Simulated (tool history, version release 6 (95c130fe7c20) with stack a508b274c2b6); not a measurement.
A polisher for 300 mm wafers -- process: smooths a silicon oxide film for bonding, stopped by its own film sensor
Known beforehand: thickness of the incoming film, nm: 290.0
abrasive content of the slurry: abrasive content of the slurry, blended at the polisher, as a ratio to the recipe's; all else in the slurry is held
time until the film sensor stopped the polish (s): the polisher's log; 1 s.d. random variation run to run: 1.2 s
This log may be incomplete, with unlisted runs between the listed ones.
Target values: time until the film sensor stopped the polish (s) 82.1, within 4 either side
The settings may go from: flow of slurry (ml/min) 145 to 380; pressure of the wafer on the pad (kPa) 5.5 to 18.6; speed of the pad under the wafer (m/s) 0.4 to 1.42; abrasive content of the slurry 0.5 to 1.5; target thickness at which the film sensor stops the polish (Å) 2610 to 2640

run,hour,flow of slurry (ml/min),pressure of the wafer on the pad (kPa),speed of the pad under the wafer (m/s),abrasive content of the slurry,target thickness at which the film sensor stops the polish (Å),time until the film sensor stopped the polish (s)
1,0,245,11.7,0.9,1,2610,47.539
2,4.9,245,11.7,1.08,1,2610,40.17
3,11,245,11.7,1.28,1,2610,35.629
4,15.4,245,10.3,1.2,1,2610,42.434
5,17.9,245,9.7,1.14,1,2610,48.464
6,24.8,245,8.3,1.14,1,2610,55.055
7,27.2,245,7.6,1.1,1,2610,61.338
8,35.2,245,5.5,0.98,1,2610,89.646

Next run, 4 choices. One meets every target within its allowed miss, the rest don't. Which?
A,43.2,240,6.2,0.9,0.9,2610,?
B,43.2,210,5.5,0.92,0.9,2630,?
C,43.2,245,6.2,1.1,0.85,2610,?
D,43.2,255,6.9,0.76,1,2610,?

move,time until the film sensor stopped the polish (s)
A,92.392
B,95.799
C,80.921
D,90.27
A: moves away from the targets compared with the last run
B: moves away from the targets compared with the last run
C: meets every target
D: moves away from the targets compared with the last run
C meets every target.
